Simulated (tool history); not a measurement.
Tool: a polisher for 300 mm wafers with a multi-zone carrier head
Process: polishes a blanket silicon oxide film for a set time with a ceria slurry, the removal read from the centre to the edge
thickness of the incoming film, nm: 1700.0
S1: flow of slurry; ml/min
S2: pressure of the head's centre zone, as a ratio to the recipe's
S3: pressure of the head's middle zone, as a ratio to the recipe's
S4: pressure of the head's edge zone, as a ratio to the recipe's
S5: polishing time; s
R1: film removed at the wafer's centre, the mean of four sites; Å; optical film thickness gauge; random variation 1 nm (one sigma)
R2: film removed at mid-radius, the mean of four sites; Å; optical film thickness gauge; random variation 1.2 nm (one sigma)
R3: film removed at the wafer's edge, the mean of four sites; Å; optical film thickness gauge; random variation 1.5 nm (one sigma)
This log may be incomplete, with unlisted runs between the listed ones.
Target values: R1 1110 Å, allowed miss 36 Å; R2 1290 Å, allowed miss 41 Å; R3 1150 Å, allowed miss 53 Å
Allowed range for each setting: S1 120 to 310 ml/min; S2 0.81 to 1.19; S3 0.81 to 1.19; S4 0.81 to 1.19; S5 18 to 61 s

| run | day | S1 | S2 | S3 | S4 | S5 | R1 | R2 | R3 |
|---|---|---|---|---|---|---|---|---|---|
| 1 | 0 | 200 | 1 | 1 | 1 | 39 | 1640 | 1644.6 | 1649.1 |
| 2 | 0.279 | 200 | 1 | 1 | 0.92 | 39 | 1647.6 | 1690.9 | 1569.9 |
| 3 | 0.462 | 240 | 1 | 1 | 0.92 | 39 | 1702.6 | 1694.5 | 1600.4 |
| 4 | 0.767 | 240 | 1 | 1 | 0.86 | 39 | 1674.1 | 1696.8 | 1565 |
| 5 | 0.896 | 240 | 1 | 1 | 0.92 | 39 | 1668.6 | 1674.9 | 1601.2 |
| 6 | 0.929 | 230 | 0.96 | 1 | 0.89 | 36 | 1480.7 | 1548.4 | 1449.7 |
| 7 | 1.296 | 220 | 0.93 | 1 | 0.86 | 34 | 1342.4 | 1459.2 | 1383.5 |
| 8 | 1.321 | 215 | 0.93 | 1.02 | 0.84 | 32 | 1266.1 | 1406.1 | 1225.6 |
| 9 | 1.579 | 205 | 0.91 | 1.01 | 0.83 | 31 | 1186.5 | 1355.2 | 1185.2 |
| 10 | 1.688 | 195 | 0.9 | 1 | 0.82 | 31 | 1187.8 | 1316.5 | 1196.9 |
| 11 | 1.742 | 190 | 0.89 | 1 | 0.82 | 31 | 1163 | 1326.1 | 1167.1 |
| 12 | 2.079 | 185 | 0.88 | 0.99 | 0.82 | 31 | 1149.2 | 1315.9 | 1188.6 |

Exercise: of the 5 proposed moves below, exactly one satisfies all targets within the stated allowed misses. Which move is it?
| A | 2.417 | 150 | 0.85 | 0.89 | 0.88 | 34 | ? | ? | ? |
| B | 2.417 | 235 | 1.04 | 1.02 | 0.81 | 27 | ? | ? | ? |
| C | 2.417 | 230 | 0.93 | 0.98 | 0.81 | 28 | ? | ? | ? |
| D | 2.417 | 125 | 0.89 | 1.03 | 0.84 | 31 | ? | ? | ? |
| E | 2.417 | 235 | 0.95 | 0.97 | 0.83 | 31 | ? | ? | ? |

| move | R1 | R2 | R3 |
|---|---|---|---|
| A | 1186.1 | 1285.2 | 1299.1 |
| B | 1207.2 | 1172.2 | 1022.2 |
| C | 1116 | 1178.6 | 1059.1 |
| D | 1113.1 | 1283 | 1144.3 |
| E | 1264.8 | 1297.2 | 1187 |
A: further off than the last run
B: further off than the last run
C: gets the furthest-off result to its target, but another result is out of tolerance
D: meets every target
E: further off than the last run
The move that meets every target is D.

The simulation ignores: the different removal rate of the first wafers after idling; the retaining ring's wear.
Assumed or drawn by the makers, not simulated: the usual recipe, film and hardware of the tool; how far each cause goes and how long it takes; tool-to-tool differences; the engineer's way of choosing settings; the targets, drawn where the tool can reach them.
